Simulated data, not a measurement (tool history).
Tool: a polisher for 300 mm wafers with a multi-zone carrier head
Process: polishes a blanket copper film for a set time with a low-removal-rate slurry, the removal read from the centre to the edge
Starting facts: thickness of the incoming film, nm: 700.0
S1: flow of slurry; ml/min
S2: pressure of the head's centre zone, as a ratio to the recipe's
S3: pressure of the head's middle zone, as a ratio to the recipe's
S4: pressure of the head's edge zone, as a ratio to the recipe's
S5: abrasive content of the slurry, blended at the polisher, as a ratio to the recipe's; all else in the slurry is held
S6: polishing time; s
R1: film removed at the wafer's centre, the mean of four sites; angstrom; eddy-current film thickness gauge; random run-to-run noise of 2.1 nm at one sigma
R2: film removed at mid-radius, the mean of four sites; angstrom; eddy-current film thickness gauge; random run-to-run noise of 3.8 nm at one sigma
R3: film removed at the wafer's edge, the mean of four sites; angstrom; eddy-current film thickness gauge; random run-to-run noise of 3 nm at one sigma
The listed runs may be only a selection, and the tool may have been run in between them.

Run 1, hour 0: S1 210 ml/min, S2 1, S3 1, S4 1, S5 1, S6 61 s. Result: R1 2048.8 angstrom, R2 2017.9 angstrom, R3 2003.9 angstrom.
Run 2, hour 0.9: S1 215 ml/min, S2 1, S3 1.02, S4 1, S5 1.05, S6 62 s. Result: R1 2156 angstrom, R2 2125 angstrom, R3 2033.2 angstrom.
Run 3, hour 2.2: S1 215 ml/min, S2 1, S3 0.99, S4 1, S5 1.05, S6 62 s. Result: R1 2142.8 angstrom, R2 2050.4 angstrom, R3 2081.3 angstrom.
Run 4, hour 10.3: S1 220 ml/min, S2 0.99, S3 1.01, S4 1.01, S5 1.1, S6 63 s. Result: R1 2180.6 angstrom, R2 2128 angstrom, R3 2128.9 angstrom.
Run 5, hour 14: S1 220 ml/min, S2 0.99, S3 1.01, S4 1.01, S5 0.9, S6 63 s. Result: R1 2072.2 angstrom, R2 2050.1 angstrom, R3 2025.4 angstrom.
Run 6, hour 15.9: S1 220 ml/min, S2 0.99, S3 1.01, S4 1.01, S5 0.9, S6 76 s. Result: R1 2503.1 angstrom, R2 2448.9 angstrom, R3 2380.6 angstrom.

The next listed run, before its measurement:
Run 7, hour 16.9: S1 220 ml/min, S2 0.99, S3 1.01, S4 1.01, S5 0.9, S6 76 s. Result: R1 ?, R2 ?, R3 ?.

Run 7 yielded R1 2497.2 angstrom, R2 2432.6 angstrom, R3 2471.3 angstrom.
